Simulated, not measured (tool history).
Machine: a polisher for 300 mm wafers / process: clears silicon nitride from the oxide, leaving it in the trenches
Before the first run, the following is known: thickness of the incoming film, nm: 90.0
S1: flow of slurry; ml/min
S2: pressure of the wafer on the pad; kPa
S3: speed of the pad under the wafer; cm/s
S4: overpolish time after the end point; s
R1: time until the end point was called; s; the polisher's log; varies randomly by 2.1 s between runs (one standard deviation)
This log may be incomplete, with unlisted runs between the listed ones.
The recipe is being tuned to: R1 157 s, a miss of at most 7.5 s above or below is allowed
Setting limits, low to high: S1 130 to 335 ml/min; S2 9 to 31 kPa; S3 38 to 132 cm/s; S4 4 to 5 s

run	hour	S1	S2	S3	S4	R1
1	0	215	20	84	5	109.2
2	5.9	215	20	84	4	107.31
3	9.9	215	20	94	4	96.436
4	14.2	215	18.6	94	4	100.36
5	14.8	215	17.2	94	4	107.83
6	23.8	215	16.5	94	4	106.72
7	27	215	15.9	92	4	112.31
8	30.2	215	15.2	90	4	119.11
9	31.6	215	14.5	90	4	121.42
10	36.2	215	13.8	90	4	125.8

Pick the move, out of 4, that brings all results within their allowed miss; only one does.
A	40.8	175	11.7	68	5	?
B	40.8	220	9	76	5	?
C	40.8	200	12.4	68	4	?
D	40.8	230	12.4	74	4	?

move	R1
A	177.85
B	174.04
C	169.55
D	153.71
A: takes the biggest miss from the last run beyond its target
B: takes the biggest miss from the last run beyond its target
C: takes the biggest miss from the last run beyond its target
D: in spec on every target
D meets every target.
